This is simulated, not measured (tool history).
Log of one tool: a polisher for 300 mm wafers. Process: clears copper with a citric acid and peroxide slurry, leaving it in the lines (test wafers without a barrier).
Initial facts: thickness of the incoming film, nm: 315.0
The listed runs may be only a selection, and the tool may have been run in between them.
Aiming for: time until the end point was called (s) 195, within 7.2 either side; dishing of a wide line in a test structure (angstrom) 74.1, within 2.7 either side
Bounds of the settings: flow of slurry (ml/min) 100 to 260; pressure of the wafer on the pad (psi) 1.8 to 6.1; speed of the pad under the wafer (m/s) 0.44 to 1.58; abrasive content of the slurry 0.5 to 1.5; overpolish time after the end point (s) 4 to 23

| run | day | flow of slurry (ml/min) | pressure of the wafer on the pad (psi) | speed of the pad under the wafer (m/s) | abrasive content of the slurry | overpolish time after the end point (s) | time until the end point was called (s) | dishing of a wide line in a test structure (angstrom) |
|---|---|---|---|---|---|---|---|---|
| 1 | 0 | 165 | 3.9 | 1 | 1 | 12 | 124.88 | 201.23 |
| 2 | 0.283 | 175 | 3.5 | 0.96 | 1 | 9 | 145.09 | 143.82 |
| 3 | 0.642 | 175 | 3.5 | 0.96 | 1.15 | 9 | 139.55 | 148.37 |
| 4 | 0.938 | 175 | 3.5 | 0.96 | 1 | 9 | 144.98 | 144.07 |
| 5 | 1.154 | 175 | 3.5 | 1.1 | 1 | 9 | 127.23 | 159.97 |
| 6 | 1.267 | 175 | 3.5 | 1.1 | 0.9 | 9 | 129.02 | 155.65 |
| 7 | 1.479 | 180 | 3.2 | 1.08 | 0.8 | 7 | 146.83 | 110.58 |
| 8 | 1.642 | 185 | 2.9 | 1.08 | 0.75 | 7 | 158.74 | 99.744 |
| 9 | 1.796 | 185 | 2.7 | 1.08 | 0.75 | 7 | 174.44 | 95.794 |
| 10 | 2.162 | 190 | 2.3 | 1.06 | 0.75 | 4 | 202.35 | 48.428 |
| 11 | 2.283 | 175 | 2.5 | 1.04 | 0.65 | 5 | 202.17 | 60.022 |
| 12 | 2.533 | 185 | 2.5 | 1.04 | 0.6 | 5 | 203.36 | 60.203 |
| 13 | 2.667 | 185 | 2.6 | 1.04 | 0.6 | 5 | 195.05 | 62.243 |
| 14 | 2.696 | 180 | 2.6 | 1.04 | 0.6 | 5 | 195.25 | 63.099 |
| 15 | 2.971 | 175 | 2.6 | 1.04 | 0.6 | 5 | 194.43 | 61.295 |
| 16 | 3.321 | 190 | 2.6 | 1.04 | 0.6 | 5 | 192.85 | 62.431 |
| 17 | 3.629 | 180 | 2.6 | 1.04 | 0.6 | 5 | 195.3 | 61.597 |

Which single option among these 4 for the next run brings every result within its allowed miss of target? Just one does.
| A | 3.938 | 220 | 2.5 | 0.92 | 0.7 | 6 | ? | ? |
| B | 3.938 | 175 | 2.4 | 1.18 | 0.5 | 6 | ? | ? |
| C | 3.938 | 205 | 2.5 | 1 | 0.65 | 7 | ? | ? |
| D | 3.938 | 195 | 2.4 | 0.98 | 0.7 | 7 | ? | ? |

| move | time until the end point was called (s) | dishing of a wide line in a test structure (angstrom) |
|---|---|---|
| A | 213.74 | 68.489 |
| B | 194.81 | 74.709 |
| C | 202.6 | 83.268 |
| D | 211.86 | 79.83 |
A: gains on the last run, yet a result remains outside its allowed miss
B: meets every target
C: moves the result that the last run missed by most past its target, out the other side
D: moves the result that the last run missed by most past its target, out the other side
The right move is B.

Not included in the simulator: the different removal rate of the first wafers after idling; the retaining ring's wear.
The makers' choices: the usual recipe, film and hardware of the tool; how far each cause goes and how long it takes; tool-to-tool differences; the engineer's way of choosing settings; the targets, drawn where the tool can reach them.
